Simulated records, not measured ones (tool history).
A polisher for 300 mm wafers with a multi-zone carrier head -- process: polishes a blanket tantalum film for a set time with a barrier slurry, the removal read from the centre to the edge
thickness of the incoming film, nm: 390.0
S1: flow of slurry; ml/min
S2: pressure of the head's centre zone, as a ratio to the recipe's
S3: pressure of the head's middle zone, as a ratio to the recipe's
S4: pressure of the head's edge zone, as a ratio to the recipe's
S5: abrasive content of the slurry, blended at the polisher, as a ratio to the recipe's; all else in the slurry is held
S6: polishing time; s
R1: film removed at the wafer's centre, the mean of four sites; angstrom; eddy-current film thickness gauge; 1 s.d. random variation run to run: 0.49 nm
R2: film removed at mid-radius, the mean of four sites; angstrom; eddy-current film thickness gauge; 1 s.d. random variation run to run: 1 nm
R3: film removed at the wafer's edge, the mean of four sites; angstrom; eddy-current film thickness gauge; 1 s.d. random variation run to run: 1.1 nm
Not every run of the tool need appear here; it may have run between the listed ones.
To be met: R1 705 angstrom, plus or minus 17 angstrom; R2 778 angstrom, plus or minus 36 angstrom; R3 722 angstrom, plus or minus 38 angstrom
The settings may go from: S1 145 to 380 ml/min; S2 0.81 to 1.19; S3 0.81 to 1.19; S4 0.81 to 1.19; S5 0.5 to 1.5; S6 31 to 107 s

run 1 hour=0 | S1=245 S2=1 S3=1 S4=1 S5=1 S6=69 | R1=935.68 R2=929.35 R3=916.25
run 2 hour=2.7 | S1=245 S2=1 S3=1 S4=0.97 S5=1 S6=69 | R1=920.21 R2=941 R3=904.85
run 3 hour=7.9 | S1=245 S2=1 S3=1 S4=1.03 S5=1 S6=69 | R1=935.46 R2=949.39 R3=949
run 4 hour=8.9 | S1=240 S2=0.96 S3=0.99 S4=0.97 S5=0.9 S6=69 | R1=870.29 R2=895.71 R3=879.24
run 5 hour=14.2 | S1=240 S2=0.96 S3=1.06 S4=0.97 S5=0.9 S6=69 | R1=864.79 R2=951.56 R3=869.16
run 6 hour=22.9 | S1=235 S2=0.93 S3=1.04 S4=0.93 S5=0.8 S6=69 | R1=817.37 R2=906.12 R3=840.55
run 7 hour=23.8 | S1=230 S2=0.9 S3=1.02 S4=0.84 S5=0.55 S6=65 | R1=656.47 R2=732.19 R3=662.24
run 8 hour=31.1 | S1=245 S2=0.91 S3=1.02 S4=0.87 S5=0.55 S6=65 | R1=656.52 R2=751.7 R3=677.97
run 9 hour=35.9 | S1=245 S2=0.93 S3=1.02 S4=0.89 S5=0.55 S6=65 | R1=681.61 R2=736.75 R3=658.93
run 10 hour=40.9 | S1=270 S2=0.89 S3=0.99 S4=0.91 S5=0.75 S6=66 | R1=733.18 R2=832.32 R3=772.57
run 11 hour=43 | S1=270 S2=0.89 S3=0.98 S4=0.89 S5=0.75 S6=66 | R1=725.37 R2=817.12 R3=753.1
run 12 hour=49.8 | S1=270 S2=0.89 S3=0.97 S4=0.88 S5=0.75 S6=66 | R1=736.91 R2=806.75 R3=762.53

Pick the move, out of 5, that brings all results within their allowed miss; only one does.
run A hour=56.6 | S1=285 S2=0.91 S3=0.99 S4=0.84 S5=0.7 S6=67 | R1=? R2=? R3=?
run B hour=56.6 | S1=380 S2=0.99 S3=0.99 S4=0.91 S5=0.65 S6=61 | R1=? R2=? R3=?
run C hour=56.6 | S1=315 S2=0.86 S3=0.93 S4=0.81 S5=0.5 S6=74 | R1=? R2=? R3=?
run D hour=56.6 | S1=380 S2=0.98 S3=1.1 S4=0.89 S5=0.95 S6=55 | R1=? R2=? R3=?
run E hour=56.6 | S1=215 S2=0.94 S3=0.96 S4=0.88 S5=0.8 S6=65 | R1=? R2=? R3=?

move=A R1=744.52 R2=834.66 R3=747.65
move=B R1=741.34 R2=760.97 R3=702.75
move=C R1=695.96 R2=783.53 R3=726.49
move=D R1=745.1 R2=844.47 R3=704.76
move=E R1=747.78 R2=793.75 R3=752.28
A: its largest miss is bigger than the last run's
B: its largest miss is bigger than the last run's
C: meets every target
D: its largest miss is bigger than the last run's
E: its largest miss is bigger than the last run's
Answer: C

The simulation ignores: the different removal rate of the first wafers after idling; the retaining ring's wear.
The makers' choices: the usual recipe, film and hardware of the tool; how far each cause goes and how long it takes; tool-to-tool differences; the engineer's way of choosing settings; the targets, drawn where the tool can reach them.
